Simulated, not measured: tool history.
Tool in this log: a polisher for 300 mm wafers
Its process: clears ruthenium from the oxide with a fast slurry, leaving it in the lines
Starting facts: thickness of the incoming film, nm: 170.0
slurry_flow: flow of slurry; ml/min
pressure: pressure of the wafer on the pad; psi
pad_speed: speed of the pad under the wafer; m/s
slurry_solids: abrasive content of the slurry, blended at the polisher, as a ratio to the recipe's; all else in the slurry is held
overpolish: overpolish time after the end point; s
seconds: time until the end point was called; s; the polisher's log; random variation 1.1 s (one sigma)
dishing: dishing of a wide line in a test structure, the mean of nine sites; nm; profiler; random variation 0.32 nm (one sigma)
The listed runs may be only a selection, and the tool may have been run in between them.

{"run": 1, "day": 0.0, "slurry_flow": 170, "pressure": 3.0, "pad_speed": 1.18, "slurry_solids": 1.0, "overpolish": 9, "seconds": 28.701, "dishing": 37.355}
{"run": 2, "day": 0.162, "slurry_flow": 170, "pressure": 3.0, "pad_speed": 0.96, "slurry_solids": 1.0, "overpolish": 9, "seconds": 33.981, "dishing": 30.481}
{"run": 3, "day": 0.521, "slurry_flow": 170, "pressure": 3.0, "pad_speed": 1.2, "slurry_solids": 1.0, "overpolish": 9, "seconds": 27.58, "dishing": 36.911}
{"run": 4, "day": 0.696, "slurry_flow": 170, "pressure": 2.7, "pad_speed": 1.12, "slurry_solids": 1.0, "overpolish": 8, "seconds": 32.616, "dishing": 28.864}
{"run": 5, "day": 0.875, "slurry_flow": 145, "pressure": 2.7, "pad_speed": 1.12, "slurry_solids": 1.0, "overpolish": 8, "seconds": 33.327, "dishing": 29.27}
{"run": 6, "day": 1.054, "slurry_flow": 145, "pressure": 2.7, "pad_speed": 1.12, "slurry_solids": 0.85, "overpolish": 8, "seconds": 38.213, "dishing": 24.62}
{"run": 7, "day": 1.229, "slurry_flow": 145, "pressure": 2.4, "pad_speed": 1.1, "slurry_solids": 0.85, "overpolish": 8, "seconds": 42.709, "dishing": 22.765}
{"run": 8, "day": 1.575, "slurry_flow": 145, "pressure": 2.4, "pad_speed": 1.1, "slurry_solids": 0.85, "overpolish": 8, "seconds": 41.951, "dishing": 22.632}
{"run": 9, "day": 1.9, "slurry_flow": 145, "pressure": 2.2, "pad_speed": 1.08, "slurry_solids": 0.85, "overpolish": 8, "seconds": 48.194, "dishing": 21.243}
{"run": 10, "day": 2.054, "slurry_flow": 145, "pressure": 2.1, "pad_speed": 1.08, "slurry_solids": 0.85, "overpolish": 8, "seconds": 48.16, "dishing": 20.27}
{"run": 11, "day": 2.092, "slurry_flow": 145, "pressure": 2.0, "pad_speed": 1.08, "slurry_solids": 0.85, "overpolish": 8, "seconds": 50.699, "dishing": 19.359}

Predict the results of run 12:
{"run": 12, "day": 2.292, "slurry_flow": 145, "pressure": 1.9, "pad_speed": 1.08, "slurry_solids": 0.85, "overpolish": 8, "seconds": "?", "dishing": "?"}

seconds: 54.143 s
dishing: 18.707 nm

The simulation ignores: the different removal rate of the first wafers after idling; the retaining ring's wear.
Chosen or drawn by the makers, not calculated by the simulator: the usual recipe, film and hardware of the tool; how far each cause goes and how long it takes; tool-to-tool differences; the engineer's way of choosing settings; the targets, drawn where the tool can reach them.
